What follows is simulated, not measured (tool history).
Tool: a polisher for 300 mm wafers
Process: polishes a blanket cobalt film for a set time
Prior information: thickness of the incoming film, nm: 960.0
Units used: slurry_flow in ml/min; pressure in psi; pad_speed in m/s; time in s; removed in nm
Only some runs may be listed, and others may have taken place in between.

run,hour,slurry_flow,pressure,pad_speed,time,removed
1,0,180,1.8,1.16,36,161.44
2,8.6,175,1.7,1.16,36,152.64
3,10,195,1.7,1.16,36,155.97
4,17.5,195,1.7,1.16,36,154.19
5,25.8,190,1.6,1.16,36,146.59
6,31.7,185,1.5,1.16,36,136.08
7,39.8,185,1.5,1.16,36,137.86

Expected results for the next run?
8,44,180,1.5,1.16,36,?

Run 8 measured removed 136.83 nm.

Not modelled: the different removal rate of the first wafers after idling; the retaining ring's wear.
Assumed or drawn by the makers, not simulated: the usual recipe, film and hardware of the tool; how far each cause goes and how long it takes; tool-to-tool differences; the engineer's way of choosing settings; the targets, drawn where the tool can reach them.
